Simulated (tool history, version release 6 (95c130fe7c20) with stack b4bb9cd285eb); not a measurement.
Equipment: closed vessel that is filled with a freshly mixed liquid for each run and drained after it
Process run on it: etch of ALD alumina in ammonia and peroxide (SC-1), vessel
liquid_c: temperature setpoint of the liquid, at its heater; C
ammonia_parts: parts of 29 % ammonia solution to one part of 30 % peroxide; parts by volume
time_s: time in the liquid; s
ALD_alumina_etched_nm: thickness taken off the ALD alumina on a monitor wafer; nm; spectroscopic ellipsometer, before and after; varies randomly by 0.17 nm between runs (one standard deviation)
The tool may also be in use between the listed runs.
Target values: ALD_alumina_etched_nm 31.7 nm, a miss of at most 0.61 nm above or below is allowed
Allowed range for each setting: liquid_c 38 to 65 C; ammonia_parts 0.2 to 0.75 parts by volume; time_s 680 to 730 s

run  hour  liquid_c  ammonia_parts  time_s  ALD_alumina_etched_nm
  1     0        49           0.45     680                 17.535
  2   7.5        49           0.45     730                 18.951
  3  16.4        52           0.45     730                 22.147
  4  23.2        52           0.45     730                 22.287
  5    28        52            0.6     730                 23.192
  6  31.2        54            0.6     730                  25.54
  7  36.9      55.5            0.6     730                 27.561
  8  43.6      56.5            0.6     730                 28.879
  9  50.1        57            0.6     730                 29.929
 10  53.7      57.5            0.6     730                 30.422

Next run, 4 choices. One meets every target within its allowed miss, the rest don't. Which?
  A  57.3        57            0.6     715                      ?
  B  57.3      59.5           0.45     705                      ?
  C  57.3      57.5           0.65     705                      ?
  D  57.3      56.5           0.75     730                      ?

move  ALD_alumina_etched_nm
   A                 29.268
   B                  31.98
   C                 29.849
   D                  29.73
A: its largest miss is bigger than the last run's
B: all results land within tolerance of their targets
C: its largest miss is bigger than the last run's
D: its largest miss is bigger than the last run's
So the answer is move B, the one that meets all the targets.
